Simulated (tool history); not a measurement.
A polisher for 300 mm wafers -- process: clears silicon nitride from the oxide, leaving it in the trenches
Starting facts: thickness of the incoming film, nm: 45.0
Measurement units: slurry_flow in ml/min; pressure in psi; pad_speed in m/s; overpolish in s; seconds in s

run  hour  slurry_flow  pressure  pad_speed  overpolish  seconds
  1     0          235       1.8       1.08          34   69.385
  2   1.3          235       1.7       1.08          34   72.675
  3   4.4          235       1.6       1.08          34   77.377
  4   5.1          235       1.6       0.98          34   86.833
      7.3  -- worn pad replaced by a new one
  5   7.3          235       1.6       0.76          34   98.862
  6  14.5          235       1.4       0.76          34   109.81

Estimate the outcome of run 7 from the log above:
  7  21.1          235       1.5       0.76          34        ?

seconds: 104.9 s
